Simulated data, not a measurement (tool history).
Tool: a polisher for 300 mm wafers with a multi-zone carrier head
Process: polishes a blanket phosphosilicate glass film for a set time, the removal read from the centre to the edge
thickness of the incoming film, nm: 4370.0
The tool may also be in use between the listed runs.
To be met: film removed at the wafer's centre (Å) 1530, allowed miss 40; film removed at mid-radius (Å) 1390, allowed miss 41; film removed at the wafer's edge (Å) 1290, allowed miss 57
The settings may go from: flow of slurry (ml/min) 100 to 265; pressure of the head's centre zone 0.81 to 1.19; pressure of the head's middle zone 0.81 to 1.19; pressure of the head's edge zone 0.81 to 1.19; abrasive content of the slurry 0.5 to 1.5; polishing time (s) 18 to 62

run,day,flow of slurry (ml/min),pressure of the head's centre zone,pressure of the head's middle zone,pressure of the head's edge zone,abrasive content of the slurry,polishing time (s),film removed at the wafer's centre (Å),film removed at mid-radius (Å),film removed at the wafer's edge (Å)
1,0,170,1,1,1,1,40,2487.3,2491.6,2385.6
2,0.296,170,1.01,0.99,0.97,0.9,38,2272.2,2197.9,2141.1
3,0.621,170,1.02,1,0.94,0.85,36,2096.9,2059.8,1874.1
4,0.875,170,1.02,1,0.94,0.7,36,1899.1,1853.3,1749.1
5,0.967,170,1.02,1,0.94,0.55,36,1637.1,1602.5,1534.9
6,1.183,170,1.02,1.08,0.94,0.55,36,1637.7,1718.9,1514.6
7,1.429,165,1.03,1.06,0.92,0.55,35,1623.3,1625.1,1455.9
8,1.721,155,1.03,1.05,0.91,0.55,35,1591.1,1592.3,1431.6
9,1.833,145,1.04,1.04,0.9,0.55,35,1580.3,1577.6,1390.5
10,1.971,140,1.05,1.02,0.9,0.55,35,1568.1,1505,1384.4
# day 2.088: worn pad replaced by a new one
11,2.088,135,1.06,1.02,0.89,0.55,35,1801,1723,1583.2
12,2.133,150,1.05,1,0.88,0.55,35,1807.7,1705.8,1635.9
13,2.425,140,1.06,1,0.9,0.55,35,1827.1,1702,1603.9
14,2.667,100,1.08,0.98,0.85,0.5,29,1280.5,1198.5,1143.5
15,2.967,110,1.08,0.99,0.85,0.5,29,1337.3,1226.5,1155.5
16,2.996,120,1.08,0.99,0.85,0.5,29,1388.4,1255.8,1178.4
17,3.342,125,1.08,0.99,0.85,0.5,29,1386.9,1283.2,1202.8
18,3.658,130,1.08,0.99,0.85,0.5,29,1422.5,1295.7,1197.7
19,3.904,135,1.08,0.99,0.85,0.5,29,1434.4,1301.5,1216.3
20,4.233,140,1.08,0.99,0.85,0.5,29,1450.1,1313.5,1185

5 next moves are on the table. One of them brings every result within its allowed miss. Which?
A,4.562,160,1.15,0.89,0.88,0.55,28,?,?,?
B,4.562,160,1.18,1.01,0.89,0.5,27,?,?,?
C,4.562,120,1.09,0.93,0.84,0.55,30,?,?,?
D,4.562,155,1.1,0.95,0.88,0.7,24,?,?,?
E,4.562,120,1.08,0.98,0.83,0.5,32,?,?,?

move,film removed at the wafer's centre (Å),film removed at mid-radius (Å),film removed at the wafer's edge (Å)
A,1624.5,1253.5,1313.7
B,1514.8,1264.8,1196.9
C,1525.9,1301.2,1312.2
D,1523.9,1299.1,1290.5
E,1518.8,1365.4,1309.9
A: takes the result that was furthest off past its target
B: brings the result that was furthest off to its target, and leaves another outside
C: brings the result that was furthest off to its target, and leaves another outside
D: brings the result that was furthest off to its target, and leaves another outside
E: meets every target
Answer: E

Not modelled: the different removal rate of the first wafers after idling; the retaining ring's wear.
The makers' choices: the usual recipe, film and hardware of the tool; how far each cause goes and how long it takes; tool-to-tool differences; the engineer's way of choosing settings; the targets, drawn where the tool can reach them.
